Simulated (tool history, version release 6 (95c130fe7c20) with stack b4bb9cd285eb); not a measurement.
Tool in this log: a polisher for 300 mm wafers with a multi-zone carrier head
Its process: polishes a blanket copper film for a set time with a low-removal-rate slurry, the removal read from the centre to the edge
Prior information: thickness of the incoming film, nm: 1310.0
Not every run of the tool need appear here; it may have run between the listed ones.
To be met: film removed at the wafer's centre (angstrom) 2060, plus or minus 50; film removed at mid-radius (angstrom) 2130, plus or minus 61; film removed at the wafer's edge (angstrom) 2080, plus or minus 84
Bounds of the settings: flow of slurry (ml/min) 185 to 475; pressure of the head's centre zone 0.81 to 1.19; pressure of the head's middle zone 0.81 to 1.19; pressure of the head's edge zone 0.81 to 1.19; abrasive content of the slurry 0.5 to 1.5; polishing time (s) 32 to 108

| run | day | flow of slurry (ml/min) | pressure of the head's centre zone | pressure of the head's middle zone | pressure of the head's edge zone | abrasive content of the slurry | polishing time (s) | film removed at the wafer's centre (angstrom) | film removed at mid-radius (angstrom) | film removed at the wafer's edge (angstrom) |
|---|---|---|---|---|---|---|---|---|---|---|
| 1 | 0 | 305 | 1 | 1 | 1 | 1 | 70 | 1721.1 | 1672.2 | 1735.9 |
| 2 | 0.146 | 305 | 1 | 1 | 1 | 1 | 81 | 1998.4 | 1946.9 | 2001.4 |
| 3 | 0.4 | 305 | 1 | 0.96 | 1 | 1 | 81 | 1990.1 | 1864.2 | 1958.7 |
| 4 | 0.638 | 305 | 1 | 0.96 | 1.08 | 1 | 81 | 1986.6 | 1848.1 | 2071.9 |
| 5 | 0.792 | 315 | 1 | 0.98 | 1.07 | 1 | 81 | 2016.5 | 1908.8 | 2116.2 |
| 6 | 0.933 | 315 | 1 | 0.98 | 1.1 | 1 | 81 | 2011.6 | 1908.8 | 2090.8 |
| 7 | 1.204 | 325 | 1 | 0.99 | 1.09 | 1 | 81 | 2035.7 | 1932.9 | 2129.3 |
| 8 | 1.392 | 330 | 1 | 1 | 1.08 | 1 | 81 | 2018.9 | 1978.1 | 2127.5 |
| 9 | 1.592 | 335 | 1 | 1.01 | 1.07 | 1 | 81 | 2038.6 | 1961.9 | 2093.9 |
| 10 | 1.867 | 335 | 1 | 1.02 | 1.07 | 1 | 81 | 2007.4 | 2014.1 | 2121.2 |

Which one of the following 5 next-run settings gets every result inside its allowed miss? There is exactly one.
| A | 2.142 | 335 | 1.04 | 1.19 | 0.92 | 1.15 | 78 | ? | ? | ? |
| B | 2.142 | 395 | 1.01 | 1.04 | 1.06 | 1.15 | 78 | ? | ? | ? |
| C | 2.142 | 370 | 0.97 | 1.06 | 0.98 | 0.85 | 86 | ? | ? | ? |
| D | 2.142 | 400 | 0.99 | 1.06 | 1.04 | 1.1 | 86 | ? | ? | ? |
| E | 2.142 | 380 | 0.97 | 1.16 | 1.06 | 1.3 | 76 | ? | ? | ? |

| move | film removed at the wafer's centre (angstrom) | film removed at mid-radius (angstrom) | film removed at the wafer's edge (angstrom) |
|---|---|---|---|
| A | 2075.9 | 2212.8 | 1909.9 |
| B | 2059.5 | 2016.2 | 2070.6 |
| C | 2066.9 | 2120 | 2065.7 |
| D | 2219.4 | 2239.4 | 2243.1 |
| E | 1988.2 | 2188.5 | 2059.2 |
A: the result that was furthest off in the last run now lies on the other side of its target
B: about as far from the targets as the last run
C: in spec on every target
D: the result that was furthest off in the last run now lies on the other side of its target
E: brings the result that was furthest off to its target, and leaves another outside
The right move is C.

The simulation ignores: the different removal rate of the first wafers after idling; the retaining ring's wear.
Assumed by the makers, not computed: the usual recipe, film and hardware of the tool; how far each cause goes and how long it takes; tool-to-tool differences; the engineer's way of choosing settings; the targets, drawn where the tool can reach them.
